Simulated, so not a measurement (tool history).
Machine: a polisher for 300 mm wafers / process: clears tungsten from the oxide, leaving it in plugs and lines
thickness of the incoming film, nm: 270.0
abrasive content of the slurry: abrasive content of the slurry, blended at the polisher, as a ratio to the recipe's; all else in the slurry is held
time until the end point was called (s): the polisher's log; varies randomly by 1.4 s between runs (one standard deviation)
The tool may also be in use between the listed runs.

run,hour,flow of slurry (ml/min),pressure of the wafer on the pad (psi),speed of the pad under the wafer (m/s),abrasive content of the slurry,overpolish time after the end point (s),time until the end point was called (s)
1,0,200,3.2,1.18,1,5,68.103
2,7,200,3.9,1.18,1,5,56.244
3,11.3,245,3.9,1.18,1,5,54.129
4,16.1,245,4.5,1.18,1,5,47.499
5,20.8,245,4,1.14,1,5,55.969
6,24.8,275,4,1.14,1,5,53.151
7,25.9,270,3.6,1.12,1,5,61.713

Run 8 is up next; what results do you expect?
8,31,270,3.4,1.1,1,5,?

Run 8 yielded time until the end point was called (s) 64.803.

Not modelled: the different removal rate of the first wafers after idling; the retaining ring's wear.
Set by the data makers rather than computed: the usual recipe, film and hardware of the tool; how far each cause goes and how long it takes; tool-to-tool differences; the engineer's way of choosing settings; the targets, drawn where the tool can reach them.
